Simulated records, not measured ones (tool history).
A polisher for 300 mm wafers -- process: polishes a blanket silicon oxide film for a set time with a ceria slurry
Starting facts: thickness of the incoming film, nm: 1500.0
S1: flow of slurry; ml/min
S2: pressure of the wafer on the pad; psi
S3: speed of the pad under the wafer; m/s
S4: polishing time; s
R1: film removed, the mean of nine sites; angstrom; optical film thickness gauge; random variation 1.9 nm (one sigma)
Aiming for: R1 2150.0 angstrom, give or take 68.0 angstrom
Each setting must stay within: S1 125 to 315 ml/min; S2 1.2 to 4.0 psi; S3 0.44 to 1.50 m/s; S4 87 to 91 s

run	day	S1	S2	S3	S4	R1
1	0.000	205	2.6	0.96	87	2710.0
2	0.204	205	2.5	0.96	87	2552.4
3	0.575	235	2.5	0.96	87	2621.7
4	0.912	235	2.4	0.96	87	2586.5
5	0.996	230	2.3	0.96	87	2484.7
6	1.075	225	2.2	0.96	87	2460.5
7	1.192	225	2.1	0.96	87	2375.7
8	1.471	220	1.9	0.96	87	2220.6

Of the 4 settings listed for the next run, only one would bring every result within its allowed miss of target. Which one?
A	1.750	220	1.7	1.00	87	?
B	1.750	190	2.2	0.86	91	?
C	1.750	260	2.2	0.92	87	?
D	1.750	175	2.4	0.82	91	?

move	R1
A	2189.7
B	2300.5
C	2411.3
D	2307.5
A: in spec on every target
B: misses by more than the last run did
C: misses by more than the last run did
D: misses by more than the last run did
The move that meets every target is A.
